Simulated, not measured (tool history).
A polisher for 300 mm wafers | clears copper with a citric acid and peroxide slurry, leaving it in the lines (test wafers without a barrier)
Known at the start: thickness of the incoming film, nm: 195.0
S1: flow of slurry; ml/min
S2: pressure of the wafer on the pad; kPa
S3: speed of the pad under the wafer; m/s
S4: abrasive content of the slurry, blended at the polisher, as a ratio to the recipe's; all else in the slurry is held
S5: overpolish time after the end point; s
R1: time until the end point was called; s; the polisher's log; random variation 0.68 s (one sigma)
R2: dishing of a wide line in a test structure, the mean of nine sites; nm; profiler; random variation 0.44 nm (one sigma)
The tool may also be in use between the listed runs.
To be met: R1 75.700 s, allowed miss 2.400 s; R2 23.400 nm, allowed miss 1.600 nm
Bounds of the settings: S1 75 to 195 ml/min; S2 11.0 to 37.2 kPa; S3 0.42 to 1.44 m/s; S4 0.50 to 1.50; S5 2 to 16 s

run	hour	S1	S2	S3	S4	S5	R1	R2
1	0.0	125	24.1	0.92	1.00	8	95.423	12.721
2	2.8	130	24.8	0.92	1.00	9	91.130	14.539
3	9.2	130	25.5	0.92	1.00	9	90.435	15.576
4	11.6	135	26.2	0.92	1.00	9	87.202	15.516
5	14.5	135	26.2	0.92	1.00	7	87.190	12.380
6	20.4	135	26.9	0.92	1.00	8	85.885	14.264
7	28.9	135	26.9	0.92	1.00	8	84.657	14.116
8	31.5	135	27.6	0.92	1.00	9	84.150	16.893
9	37.5	140	28.3	0.92	1.00	9	81.485	16.538
10	42.7	140	29.0	0.92	1.00	9	79.557	17.626
11	47.9	145	29.6	0.92	1.00	10	78.291	20.113
12	55.3	145	30.3	0.92	1.00	11	75.172	21.829

5 next moves are on the table. One of them brings every result within its allowed miss. Which?
A	62.7	135	32.4	0.88	1.10	14	?	?
B	62.7	155	29.6	0.92	1.10	10	?	?
C	62.7	130	33.1	0.88	1.05	10	?	?
D	62.7	170	31.7	0.86	1.00	12	?	?
E	62.7	135	31.0	0.84	1.00	10	?	?

move	R1	R2
A	74.784	27.939
B	75.830	20.356
C	74.421	20.752
D	76.115	23.967
E	82.657	18.826
A: takes the result that was furthest off past its target
B: further off than the last run
C: further off than the last run
D: meets every target
E: further off than the last run
Answer: D
